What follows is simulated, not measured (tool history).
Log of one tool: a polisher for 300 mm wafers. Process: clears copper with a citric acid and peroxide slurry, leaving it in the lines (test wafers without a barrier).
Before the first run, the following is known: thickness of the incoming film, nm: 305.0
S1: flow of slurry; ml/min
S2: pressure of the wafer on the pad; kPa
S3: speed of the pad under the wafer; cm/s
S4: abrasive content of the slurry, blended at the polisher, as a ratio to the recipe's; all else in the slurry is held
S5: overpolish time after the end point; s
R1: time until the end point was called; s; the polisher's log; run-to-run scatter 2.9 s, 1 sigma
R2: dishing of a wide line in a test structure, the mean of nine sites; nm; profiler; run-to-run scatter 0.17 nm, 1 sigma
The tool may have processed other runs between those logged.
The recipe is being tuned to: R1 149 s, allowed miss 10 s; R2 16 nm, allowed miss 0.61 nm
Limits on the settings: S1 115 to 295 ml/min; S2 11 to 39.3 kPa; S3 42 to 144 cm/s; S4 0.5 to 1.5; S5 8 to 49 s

| run | hour | S1 | S2 | S3 | S4 | S5 | R1 | R2 |
|---|---|---|---|---|---|---|---|---|
| 1 | 0 | 190 | 24.8 | 92 | 1 | 25 | 137.87 | 28.679 |
| 2 | 3.9 | 190 | 24.8 | 106 | 1 | 25 | 121.92 | 30.674 |
| 3 | 10.5 | 185 | 23.4 | 108 | 1 | 21 | 123.34 | 26.885 |
| 4 | 11.9 | 185 | 23.4 | 108 | 1 | 26 | 121.07 | 30.245 |
| 5 | 15.3 | 185 | 23.4 | 124 | 1 | 26 | 113.83 | 32.708 |
| 6 | 18.3 | 185 | 22.1 | 120 | 1 | 22 | 120.71 | 27.892 |
| 7 | 24.9 | 180 | 20.7 | 120 | 1 | 19 | 123.17 | 24.162 |
| 8 | 31.5 | 180 | 19.3 | 122 | 1 | 18 | 132.95 | 22.707 |
| 9 | 32.2 | 180 | 18.6 | 122 | 1 | 16 | 138.07 | 20.196 |
| 10 | 33.8 | 180 | 17.9 | 122 | 1 | 15 | 136.25 | 18.48 |
| 11 | 37.4 | 180 | 17.2 | 122 | 1 | 15 | 148.67 | 18.262 |
| 12 | 45.8 | 180 | 17.2 | 122 | 1 | 14 | 145.91 | 17.39 |

Pick the move, out of 5, that brings all results within their allowed miss; only one does.
| A | 54.2 | 185 | 16.5 | 124 | 0.95 | 14 | ? | ? |
| B | 54.2 | 120 | 24.1 | 100 | 0.5 | 15 | ? | ? |
| C | 54.2 | 185 | 13.1 | 124 | 0.85 | 18 | ? | ? |
| D | 54.2 | 120 | 17.2 | 130 | 1 | 13 | ? | ? |
| E | 54.2 | 205 | 19.3 | 98 | 1.15 | 12 | ? | ? |

| move | R1 | R2 |
|---|---|---|
| A | 143.41 | 17.047 |
| B | 146.38 | 17.863 |
| C | 170.22 | 18.113 |
| D | 143.69 | 16.014 |
| E | 145.21 | 14.872 |
A: nearer the targets than the last run, but a result is still out of spec
B: its largest miss is bigger than the last run's
C: its largest miss is bigger than the last run's
D: hits every target within its allowed miss
E: carries the result that was furthest off beyond its target, to the other side
D meets every target.
